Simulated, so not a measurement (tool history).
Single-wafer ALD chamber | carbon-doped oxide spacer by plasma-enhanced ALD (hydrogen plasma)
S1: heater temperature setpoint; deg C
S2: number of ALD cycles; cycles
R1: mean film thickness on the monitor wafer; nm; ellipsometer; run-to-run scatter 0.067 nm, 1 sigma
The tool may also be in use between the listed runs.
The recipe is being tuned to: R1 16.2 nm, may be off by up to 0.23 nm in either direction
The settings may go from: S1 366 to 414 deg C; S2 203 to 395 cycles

{"run": 1, "hour": 0.0, "S1": 390, "S2": 299, "R1": 14.878}
{"run": 2, "hour": 7.0, "S1": 390, "S2": 283, "R1": 14.024}
{"run": 3, "hour": 8.6, "S1": 390, "S2": 288, "R1": 14.274}
{"run": 4, "hour": 17.6, "S1": 399, "S2": 288, "R1": 14.311}
{"run": 5, "hour": 20.0, "S1": 399, "S2": 292, "R1": 14.559}
{"run": 6, "hour": 25.2, "S1": 399, "S2": 264, "R1": 13.032}
{"run": 7, "hour": 29.2, "S1": 399, "S2": 312, "R1": 15.519}
{"run": 8, "hour": 37.7, "S1": 399, "S2": 314, "R1": 15.618}
{"run": 9, "hour": 46.0, "S1": 399, "S2": 315, "R1": 15.643}

Next run, 5 choices. One meets every target within its allowed miss, the rest don't. Which?
{"run": "A", "hour": 54.3, "S1": 396, "S2": 300, "R1": "?"}
{"run": "B", "hour": 54.3, "S1": 401, "S2": 307, "R1": "?"}
{"run": "C", "hour": 54.3, "S1": 391, "S2": 324, "R1": "?"}
{"run": "D", "hour": 54.3, "S1": 403, "S2": 296, "R1": "?"}
{"run": "E", "hour": 54.3, "S1": 394, "S2": 308, "R1": "?"}

move=A R1=14.947
move=B R1=15.211
move=C R1=16.143
move=D R1=14.57
move=E R1=15.346
A: misses by more than the last run did
B: misses by more than the last run did
C: meets every target
D: misses by more than the last run did
E: misses by more than the last run did
Go with C: it meets all targets.
